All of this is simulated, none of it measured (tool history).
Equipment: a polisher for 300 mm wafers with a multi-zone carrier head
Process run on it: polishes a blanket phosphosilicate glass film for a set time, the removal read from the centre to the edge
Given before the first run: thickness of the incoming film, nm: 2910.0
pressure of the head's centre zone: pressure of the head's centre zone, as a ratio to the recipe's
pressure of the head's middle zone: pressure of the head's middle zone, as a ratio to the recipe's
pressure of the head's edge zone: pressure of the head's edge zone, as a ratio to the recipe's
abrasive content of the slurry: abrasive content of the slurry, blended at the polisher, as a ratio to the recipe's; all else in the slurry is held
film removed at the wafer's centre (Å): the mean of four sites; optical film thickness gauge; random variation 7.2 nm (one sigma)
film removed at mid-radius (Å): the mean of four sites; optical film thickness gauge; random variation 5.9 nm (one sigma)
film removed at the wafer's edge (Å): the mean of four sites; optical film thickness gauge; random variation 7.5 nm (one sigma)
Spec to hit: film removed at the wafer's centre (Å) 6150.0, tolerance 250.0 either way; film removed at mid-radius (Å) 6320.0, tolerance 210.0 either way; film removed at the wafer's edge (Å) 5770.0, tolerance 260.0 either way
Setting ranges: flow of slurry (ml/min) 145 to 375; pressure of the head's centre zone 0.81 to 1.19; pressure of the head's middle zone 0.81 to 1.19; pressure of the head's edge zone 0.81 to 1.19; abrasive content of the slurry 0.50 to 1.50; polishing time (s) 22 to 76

run,day,flow of slurry (ml/min),pressure of the head's centre zone,pressure of the head's middle zone,pressure of the head's edge zone,abrasive content of the slurry,polishing time (s),film removed at the wafer's centre (Å),film removed at mid-radius (Å),film removed at the wafer's edge (Å)
1,0.000,240,1.00,1.00,1.00,1.00,49,4710.5,4753.7,4740.0
2,0.367,250,1.03,1.05,1.03,1.10,49,5140.8,5171.9,5062.6
3,0.450,250,1.03,1.05,1.03,1.20,49,5355.4,5302.4,5216.1
4,0.783,250,1.03,1.05,1.03,1.30,49,5614.6,5558.8,5315.1
5,0.862,260,1.04,1.08,1.04,1.30,49,5559.2,5721.3,5377.0
6,1.238,265,1.06,1.10,1.05,1.35,49,5774.9,5942.8,5644.7
7,1.338,270,1.07,1.11,1.04,1.35,49,5851.5,5982.0,5543.8
8,1.471,275,1.08,1.12,1.05,1.35,49,5797.7,6103.0,5663.1
9,1.538,280,1.10,1.12,1.04,1.35,49,6075.3,6038.8,5637.3

Which single option among these 4 for the next run brings every result within its allowed miss of target? Just one does.
A,1.604,260,1.09,1.14,1.05,1.30,52,?,?,?
B,1.604,290,1.14,1.06,0.99,1.45,46,?,?,?
C,1.604,205,1.05,1.13,1.10,1.45,50,?,?,?
D,1.604,320,1.13,1.00,1.11,1.10,54,?,?,?

move,film removed at the wafer's centre (Å),film removed at mid-radius (Å),film removed at the wafer's edge (Å)
A,6188.9,6334.6,5638.4
B,6056.2,5574.5,5110.9
C,5761.4,6102.2,5646.9
D,6355.7,5624.2,5714.0
A: every result within its allowed miss
B: its largest miss is bigger than the last run's
C: its largest miss is bigger than the last run's
D: its largest miss is bigger than the last run's
The move that meets every target is A.

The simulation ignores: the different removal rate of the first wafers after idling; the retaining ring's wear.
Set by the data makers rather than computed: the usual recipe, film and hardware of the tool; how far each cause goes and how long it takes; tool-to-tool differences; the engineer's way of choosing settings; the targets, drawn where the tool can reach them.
